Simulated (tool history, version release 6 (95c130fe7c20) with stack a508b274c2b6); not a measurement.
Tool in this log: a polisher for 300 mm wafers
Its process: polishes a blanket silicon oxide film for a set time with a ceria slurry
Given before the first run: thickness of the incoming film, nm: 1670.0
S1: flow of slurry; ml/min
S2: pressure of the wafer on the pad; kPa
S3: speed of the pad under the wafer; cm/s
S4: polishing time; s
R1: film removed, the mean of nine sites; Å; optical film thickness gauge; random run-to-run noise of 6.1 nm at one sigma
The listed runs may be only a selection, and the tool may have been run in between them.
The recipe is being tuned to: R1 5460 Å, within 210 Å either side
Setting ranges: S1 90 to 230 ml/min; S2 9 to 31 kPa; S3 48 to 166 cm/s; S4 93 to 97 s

run	hour	S1	S2	S3	S4	R1
1	0	150	20	106	93	4129.1
2	1	150	23.4	106	93	4668.5
3	3.3	150	23.4	106	93	4653.2
4	11.6	150	20	106	93	4055
5	18.5	155	22.1	106	93	4507.4
6	24	155	22.1	106	97	4684.6
# hour 28.5: slurry nozzle cleaned
7	28.5	160	22.8	106	97	4923.4
8	32.9	165	23.4	106	97	5045.6
9	40.3	170	24.1	106	97	5200.5

Which one of the following 5 next-run settings gets every result inside its allowed miss? There is exactly one.
A	47.7	160	22.1	114	93	?
B	47.7	170	25.5	104	97	?
C	47.7	115	26.2	100	93	?
D	47.7	140	27.6	96	93	?
E	47.7	165	22.8	112	95	?

move	R1
A	4972.2
B	5389.1
C	4874.2
D	5011.1
E	5137.2
A: its largest miss is bigger than the last run's
B: all results in spec
C: its largest miss is bigger than the last run's
D: its largest miss is bigger than the last run's
E: its largest miss is bigger than the last run's
B meets every target.

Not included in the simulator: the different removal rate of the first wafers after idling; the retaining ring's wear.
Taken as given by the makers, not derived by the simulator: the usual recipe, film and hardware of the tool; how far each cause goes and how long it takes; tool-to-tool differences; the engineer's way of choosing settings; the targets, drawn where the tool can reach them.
